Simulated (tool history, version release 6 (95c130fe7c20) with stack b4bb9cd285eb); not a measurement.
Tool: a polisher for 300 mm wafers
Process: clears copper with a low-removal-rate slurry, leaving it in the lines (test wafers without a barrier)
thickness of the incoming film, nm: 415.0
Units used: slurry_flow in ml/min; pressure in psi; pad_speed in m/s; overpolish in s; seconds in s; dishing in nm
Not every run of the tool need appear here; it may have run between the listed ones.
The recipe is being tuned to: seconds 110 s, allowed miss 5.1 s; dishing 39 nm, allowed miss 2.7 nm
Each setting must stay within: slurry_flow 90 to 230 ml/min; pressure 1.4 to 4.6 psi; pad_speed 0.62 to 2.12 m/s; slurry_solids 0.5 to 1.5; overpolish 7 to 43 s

run	hour	slurry_flow	pressure	pad_speed	slurry_solids	overpolish	seconds	dishing
1	0	150	3	1.36	1	22	80.548	55.559
2	1.4	150	2.8	1.36	1	21	86.724	52.894
3	2.9	150	2.7	1.36	1	20	91.17	49.517
4	4.8	150	2.7	1.36	1	25	91.124	56.287
5	5.8	150	2.7	1.54	1	25	80.127	61.995
6	6.9	150	2.5	1.54	1	23	88.187	57.118
7	15.9	150	2.4	1.52	1	21	89.401	51.666
8	24.5	150	2.3	1.52	1	20	95.551	47.237
9	29.4	150	2.2	1.52	1	19	99.944	43.716
10	33.4	145	2.1	1.52	1	18	103.91	41.074

Next run, 4 choices. One meets every target within its allowed miss, the rest don't. Which?
A	37.4	140	2.1	1.5	0.9	18	?	?
B	37.4	110	2.6	1.26	0.95	22	?	?
C	37.4	130	2.7	1.08	0.75	23	?	?
D	37.4	125	1.9	1.42	1	21	?	?

move	seconds	dishing
A	107.88	40.119
B	107.24	47.575
C	122	44.904
D	124.5	40.059
A: meets every target
B: meets the target for the result that was furthest off, but another lies outside its allowed miss
C: carries the result that was furthest off beyond its target, to the other side
D: carries the result that was furthest off beyond its target, to the other side
Go with A: it meets all targets.

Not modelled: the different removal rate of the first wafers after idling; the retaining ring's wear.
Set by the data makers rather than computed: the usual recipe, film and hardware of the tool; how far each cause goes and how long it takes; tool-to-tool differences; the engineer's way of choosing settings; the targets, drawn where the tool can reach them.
